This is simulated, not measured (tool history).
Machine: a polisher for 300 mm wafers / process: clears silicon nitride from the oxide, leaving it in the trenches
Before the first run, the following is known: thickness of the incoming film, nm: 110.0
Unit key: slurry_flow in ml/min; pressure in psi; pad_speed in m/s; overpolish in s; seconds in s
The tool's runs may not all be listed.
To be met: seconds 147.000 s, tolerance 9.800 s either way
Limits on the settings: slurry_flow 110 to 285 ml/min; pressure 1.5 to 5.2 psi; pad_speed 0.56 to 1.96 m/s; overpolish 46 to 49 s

run  hour  slurry_flow  pressure  pad_speed  overpolish  seconds
  1   0.0          180       3.3       1.26          46   86.890
  2   8.6          180       3.3       1.56          46   71.339
  3   9.9          180       2.5       1.56          46   90.550
  4  18.0          180       2.5       1.26          46  109.550
  5  21.2          180       2.5       1.36          46  108.760
  6  24.7          180       3.3       1.36          46   82.347
  7  29.4          180       2.7       1.32          46   99.933
  8  38.1          180       2.3       1.30          46  117.090
  9  40.6          180       2.1       1.28          46  133.680

Which single option among these 5 for the next run brings every result within its allowed miss of target? Just one does.
  A  43.1          115       1.5       1.38          49        ?
  B  43.1          195       2.9       0.84          46        ?
  C  43.1          165       2.0       1.06          46        ?
  D  43.1          160       1.7       1.22          49        ?
  E  43.1          180       2.5       0.86          49        ?

move  seconds
   A  175.880
   B  142.250
   C  165.520
   D  169.140
   E  161.870
A: takes the biggest miss from the last run beyond its target
B: meets every target
C: takes the biggest miss from the last run beyond its target
D: takes the biggest miss from the last run beyond its target
E: takes the biggest miss from the last run beyond its target
So the answer is move B, the one that meets all the targets.
